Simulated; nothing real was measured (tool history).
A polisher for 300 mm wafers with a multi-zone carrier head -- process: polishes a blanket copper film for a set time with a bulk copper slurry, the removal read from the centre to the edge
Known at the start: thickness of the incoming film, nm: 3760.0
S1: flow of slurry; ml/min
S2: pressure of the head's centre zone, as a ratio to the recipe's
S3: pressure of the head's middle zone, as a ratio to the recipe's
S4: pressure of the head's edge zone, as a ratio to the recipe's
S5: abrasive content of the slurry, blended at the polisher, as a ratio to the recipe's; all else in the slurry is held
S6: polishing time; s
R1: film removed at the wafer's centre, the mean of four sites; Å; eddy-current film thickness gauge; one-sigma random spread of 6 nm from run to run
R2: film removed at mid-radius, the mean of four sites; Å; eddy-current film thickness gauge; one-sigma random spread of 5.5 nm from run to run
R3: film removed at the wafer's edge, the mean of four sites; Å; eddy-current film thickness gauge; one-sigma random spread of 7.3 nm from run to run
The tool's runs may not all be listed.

Run 1, hour 0: S1 180 ml/min, S2 1, S3 1, S4 1, S5 1, S6 88 s. Result: R1 9246.2 Å, R2 9458.8 Å, R3 9471.2 Å.
Run 2, hour 5.7: S1 175 ml/min, S2 0.98, S3 0.98, S4 1.01, S5 0.95, S6 84 s. Result: R1 8492.1 Å, R2 8697.8 Å, R3 9158.3 Å.
Run 3, hour 12.1: S1 170 ml/min, S2 0.97, S3 0.97, S4 1, S5 0.9, S6 80 s. Result: R1 7850.6 Å, R2 8042.1 Å, R3 8277.4 Å.
Run 4, hour 15.7: S1 170 ml/min, S2 0.97, S3 0.97, S4 0.92, S5 0.9, S6 80 s. Result: R1 7956.7 Å, R2 7873.8 Å, R3 8115.3 Å.
Run 5, hour 16.5: S1 165 ml/min, S2 0.95, S3 0.95, S4 0.93, S5 0.85, S6 77 s. Result: R1 7192.1 Å, R2 7276.2 Å, R3 7682 Å.
Run 6, hour 25.4: S1 160 ml/min, S2 0.94, S3 0.93, S4 0.92, S5 0.8, S6 76 s. Result: R1 6850.6 Å, R2 7231.9 Å, R3 7306.7 Å.
Run 7, hour 32.2: S1 155 ml/min, S2 0.9, S3 0.84, S4 1.02, S5 0.75, S6 51 s. Result: R1 4399.6 Å, R2 4249.5 Å, R3 5030.5 Å.
Run 8, hour 35.3: S1 160 ml/min, S2 0.89, S3 0.85, S4 1.04, S5 0.8, S6 51 s. Result: R1 4505.5 Å, R2 4379.3 Å, R3 5206.5 Å.

What does the tool deliver on the next run?
Run 9, hour 37.3: S1 165 ml/min, S2 0.88, S3 0.86, S4 1.05, S5 0.8, S6 51 s. Result: R1 ?, R2 ?, R3 ?.

R1: 4375.1 Å
R2: 4408.9 Å
R3: 5392.1 Å

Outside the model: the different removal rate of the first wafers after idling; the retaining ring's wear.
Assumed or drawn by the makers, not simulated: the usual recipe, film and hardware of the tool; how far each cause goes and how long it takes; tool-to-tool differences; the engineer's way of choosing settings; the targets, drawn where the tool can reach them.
